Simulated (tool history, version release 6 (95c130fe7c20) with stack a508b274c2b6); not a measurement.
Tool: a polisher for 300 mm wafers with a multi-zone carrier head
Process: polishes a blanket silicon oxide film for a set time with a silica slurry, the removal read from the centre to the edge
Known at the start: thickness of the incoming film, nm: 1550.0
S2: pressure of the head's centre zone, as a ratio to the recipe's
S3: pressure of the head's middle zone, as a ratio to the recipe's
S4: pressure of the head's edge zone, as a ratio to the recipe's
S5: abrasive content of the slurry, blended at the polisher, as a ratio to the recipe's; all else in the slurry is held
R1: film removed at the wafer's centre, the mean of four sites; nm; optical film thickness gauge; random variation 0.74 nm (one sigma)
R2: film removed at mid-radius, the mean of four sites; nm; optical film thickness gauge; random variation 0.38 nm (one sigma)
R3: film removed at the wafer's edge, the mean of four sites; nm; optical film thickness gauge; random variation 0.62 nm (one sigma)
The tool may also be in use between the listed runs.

run 1 hour=0 | flow_of_slurry_(ml/min)=315 S2=1 S3=1 S4=1 S5=1 polishing_time_(s)=31 | R1=103.24 R2=105.03 R3=107.84
run 2 hour=4.5 | flow_of_slurry_(ml/min)=390 S2=1 S3=1 S4=1 S5=1 polishing_time_(s)=31 | R1=108.03 R2=106.77 R3=112.23
run 3 hour=7 | flow_of_slurry_(ml/min)=390 S2=0.94 S3=1 S4=1 S5=1 polishing_time_(s)=31 | R1=100.79 R2=104.53 R3=109.78
run 4 hour=10.5 | flow_of_slurry_(ml/min)=390 S2=0.94 S3=0.98 S4=0.98 S5=0.9 polishing_time_(s)=29 | R1=87.249 R2=91.811 R3=97.329
run 5 hour=16.8 | flow_of_slurry_(ml/min)=390 S2=0.97 S3=0.96 S4=0.96 S5=0.85 polishing_time_(s)=27 | R1=82.893 R2=80.03 R3=85.463
run 6 hour=24.8 | flow_of_slurry_(ml/min)=390 S2=0.97 S3=0.96 S4=0.9 S5=0.85 polishing_time_(s)=27 | R1=83.135 R2=80.415 R3=81.929
run 7 hour=31.7 | flow_of_slurry_(ml/min)=355 S2=0.93 S3=0.86 S4=0.83 S5=0.6 polishing_time_(s)=18 | R1=39.885 R2=36.488 R3=40.054
run 8 hour=34.9 | flow_of_slurry_(ml/min)=355 S2=0.93 S3=0.86 S4=0.83 S5=0.6 polishing_time_(s)=18 | R1=39.033 R2=36.71 R3=39.62
run 9 hour=38.9 | flow_of_slurry_(ml/min)=365 S2=0.95 S3=0.87 S4=0.86 S5=0.6 polishing_time_(s)=18 | R1=40.476 R2=37.311 R3=41.196
run 10 hour=43 | flow_of_slurry_(ml/min)=375 S2=0.97 S3=0.89 S4=0.88 S5=0.6 polishing_time_(s)=18 | R1=41.308 R2=38.101 R3=40.746

Forecast run 11:
run 11 hour=51.2 | flow_of_slurry_(ml/min)=375 S2=0.98 S3=0.9 S4=0.91 S5=0.65 polishing_time_(s)=18 | R1=? R2=? R3=?

R1: 43.996 nm
R2: 42.052 nm
R3: 43.661 nm

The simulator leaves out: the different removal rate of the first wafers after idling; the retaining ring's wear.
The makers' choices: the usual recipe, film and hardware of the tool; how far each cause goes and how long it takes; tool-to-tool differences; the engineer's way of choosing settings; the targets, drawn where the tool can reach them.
